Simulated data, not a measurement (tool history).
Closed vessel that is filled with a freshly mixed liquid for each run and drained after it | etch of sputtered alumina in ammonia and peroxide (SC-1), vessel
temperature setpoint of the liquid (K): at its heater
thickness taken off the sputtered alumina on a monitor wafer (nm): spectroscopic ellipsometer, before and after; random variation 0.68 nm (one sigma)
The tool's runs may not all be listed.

run    day  temperature setpoint of the liquid (K)  parts of 29 % ammonia solution to one part of 30 % peroxide (parts by volume)  time in the liquid (s)  thickness taken off the sputtered alumina on a monitor wafer (nm)
  1      0                                  328.15                                                                           0.45                    1610                                                             88.741
  2  0.288                                  328.15                                                                           0.45                    1610                                                             88.218
  3  0.458                                  329.65                                                                           0.45                    1610                                                             95.268
  4    0.6                                  330.65                                                                           0.45                    1610                                                             99.375
  5  0.971                                  330.65                                                                           0.45                    1610                                                             99.457
  6  1.117                                  330.65                                                                           0.55                    1610                                                             100.93
  7  1.383                                  331.65                                                                           0.55                    1610                                                             107.15

Forecast run 8:
  8  1.775                                  332.15                                                                           0.55                    1610                                                                  ?

thickness taken off the sputtered alumina on a monitor wafer (nm): 111.16
